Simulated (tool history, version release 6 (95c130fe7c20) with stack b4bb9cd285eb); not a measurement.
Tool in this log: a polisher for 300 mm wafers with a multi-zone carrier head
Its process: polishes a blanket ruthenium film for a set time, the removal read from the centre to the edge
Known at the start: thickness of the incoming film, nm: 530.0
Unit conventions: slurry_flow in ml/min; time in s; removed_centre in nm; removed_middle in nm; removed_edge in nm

run    day  slurry_flow  centre_zone  middle_zone  edge_zone  time  removed_centre  removed_middle  removed_edge
  1  0.000          235         1.00         1.00       1.00    58          99.407          97.577        98.489
  2  0.146          235         1.01         1.00       1.01    59         104.590         100.170        98.072
  3  0.433          235         1.01         1.00       0.97    59         104.970          97.197        98.070
  4  0.696          235         1.01         0.99       0.98    60         102.170          99.319        99.627
  5  1.029          235         1.02         0.98       0.99    61         109.660          97.859       103.300
  6  1.167          235         1.02         0.98       0.99    48          84.862          78.979        82.110
  7  1.242          235         1.02         0.98       1.00    50          88.503          82.963        84.129
  8  1.429          235         1.02         0.98       1.00    52          92.486          84.645        87.450
  9  1.608          235         1.02         0.98       1.00    54          98.187          88.934        91.125
 10  1.692          235         1.02         0.98       1.00    54          94.968          87.922        90.509
 11  1.996          235         1.02         0.98       1.00    56          99.594          93.175        94.628
 12  2.229          235         1.03         0.97       1.01    57         102.940          92.825        97.244
 13  2.300          235         1.03         0.97       1.02    58         104.360          94.875        99.145

Forecast run 14:
 14  2.658          235         1.04         0.97       1.03    59               ?               ?             ?

{"run 14": {"removed_centre": 108.57, "removed_middle": 96.931, "removed_edge": 101.46}}
